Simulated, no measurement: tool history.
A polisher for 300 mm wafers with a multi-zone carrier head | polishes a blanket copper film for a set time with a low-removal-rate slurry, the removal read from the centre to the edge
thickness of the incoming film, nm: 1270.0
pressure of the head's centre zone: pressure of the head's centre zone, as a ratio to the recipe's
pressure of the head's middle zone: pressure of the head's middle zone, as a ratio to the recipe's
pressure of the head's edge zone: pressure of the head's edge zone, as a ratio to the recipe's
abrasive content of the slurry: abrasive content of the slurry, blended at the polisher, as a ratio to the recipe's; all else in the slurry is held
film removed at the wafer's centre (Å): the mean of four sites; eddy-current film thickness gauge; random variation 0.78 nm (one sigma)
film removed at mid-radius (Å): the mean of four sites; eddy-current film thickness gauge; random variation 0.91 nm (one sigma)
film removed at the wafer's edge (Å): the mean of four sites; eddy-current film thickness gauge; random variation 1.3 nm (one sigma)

run,hour,flow of slurry (ml/min),pressure of the head's centre zone,pressure of the head's middle zone,pressure of the head's edge zone,abrasive content of the slurry,polishing time (s),film removed at the wafer's centre (Å),film removed at mid-radius (Å),film removed at the wafer's edge (Å)
1,0,290,1,1,1,1,57,1108.5,1109.3,1125.4
2,1.7,285,0.99,0.97,0.96,0.95,57,1086.3,1089.2,1068.7
3,2.8,285,0.96,0.97,0.96,0.95,57,1048.6,1080.3,1086.2
4,11.6,285,0.96,1.02,0.96,0.95,57,1069.3,1114.8,1074.2
5,12.5,285,0.96,1.02,0.96,1.05,57,1096.9,1124.7,1088.3
6,15.4,285,1.03,1.02,0.96,1.05,57,1166.1,1152.3,1096.3
7,16.6,255,0.93,0.92,0.86,0.9,57,986.35,1029.5,972.98

Forecast run 8:
8,19.6,260,0.95,0.89,0.87,0.9,57,?,?,?

Run 8 gave film removed at the wafer's centre (Å) 1008.4, film removed at mid-radius (Å) 1028.8, film removed at the wafer's edge (Å) 1012.3.
